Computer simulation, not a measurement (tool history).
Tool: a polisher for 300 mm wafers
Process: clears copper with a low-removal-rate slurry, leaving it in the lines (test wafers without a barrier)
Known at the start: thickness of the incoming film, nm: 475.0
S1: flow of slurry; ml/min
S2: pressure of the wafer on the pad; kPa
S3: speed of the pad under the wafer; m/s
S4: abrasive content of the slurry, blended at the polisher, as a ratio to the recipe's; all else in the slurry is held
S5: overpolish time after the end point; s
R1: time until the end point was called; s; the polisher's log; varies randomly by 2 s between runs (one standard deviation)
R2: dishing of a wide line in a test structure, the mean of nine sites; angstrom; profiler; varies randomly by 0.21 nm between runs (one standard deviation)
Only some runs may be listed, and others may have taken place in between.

{"run": 1, "day": 0.0, "S1": 245, "S2": 21.4, "S3": 1.26, "S4": 1.0, "S5": 10, "R1": 149.32, "R2": 234.16}
{"run": 2, "day": 0.108, "S1": 245, "S2": 21.4, "S3": 1.26, "S4": 1.0, "S5": 6, "R1": 147.85, "R2": 140.21}
{"run": 3, "day": 0.371, "S1": 195, "S2": 21.4, "S3": 1.26, "S4": 1.0, "S5": 6, "R1": 152.57, "R2": 139.34}
{"run": 4, "day": 0.638, "S1": 200, "S2": 22.8, "S3": 1.26, "S4": 1.0, "S5": 6, "R1": 146.39, "R2": 144.02}
{"run": 5, "day": 0.983, "S1": 210, "S2": 24.1, "S3": 1.26, "S4": 1.0, "S5": 6, "R1": 135.33, "R2": 157.0}
{"run": 6, "day": 1.354, "S1": 210, "S2": 24.1, "S3": 1.26, "S4": 1.0, "S5": 3, "R1": 137.11, "R2": 78.476}
{"run": 7, "day": 1.712, "S1": 205, "S2": 23.4, "S3": 1.34, "S4": 1.0, "S5": 3, "R1": 134.63, "R2": 82.052}
{"run": 8, "day": 1.983, "S1": 205, "S2": 24.1, "S3": 1.34, "S4": 1.0, "S5": 3, "R1": 129.08, "R2": 83.917}
{"run": 9, "day": 2.05, "S1": 205, "S2": 24.8, "S3": 1.34, "S4": 1.0, "S5": 4, "R1": 125.87, "R2": 115.49}
{"run": 10, "day": 2.267, "S1": 200, "S2": 25.5, "S3": 1.34, "S4": 1.0, "S5": 4, "R1": 122.0, "R2": 114.47}
{"run": 11, "day": 2.467, "S1": 210, "S2": 28.3, "S3": 1.38, "S4": 1.0, "S5": 7, "R1": 105.33, "R2": 227.15}

Estimate the outcome of run 12 from the log above:
{"run": 12, "day": 2.638, "S1": 210, "S2": 28.3, "S3": 1.38, "S4": 1.0, "S5": 7, "R1": "?", "R2": "?"}

{"run 12": {"R1": 108.55, "R2": 225.37}}
